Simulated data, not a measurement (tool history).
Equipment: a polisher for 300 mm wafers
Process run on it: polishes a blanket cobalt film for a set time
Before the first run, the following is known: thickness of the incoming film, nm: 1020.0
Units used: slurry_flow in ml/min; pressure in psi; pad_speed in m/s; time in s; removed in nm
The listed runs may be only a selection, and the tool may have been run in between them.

run,hour,slurry_flow,pressure,pad_speed,time,removed
1,0.0,140,2.3,0.96,17,86.607
2,5.0,170,2.3,0.96,17,88.901
3,5.9,165,2.2,0.96,17,84.363
4,6.9,190,2.2,0.96,17,85.760
5,13.6,190,2.2,1.18,17,105.540
6,22.5,190,2.2,1.10,17,98.040
7,30.8,185,2.0,1.10,17,91.172

What will run 8 give?
8,36.1,185,1.8,1.10,17,?

removed: 84.885 nm
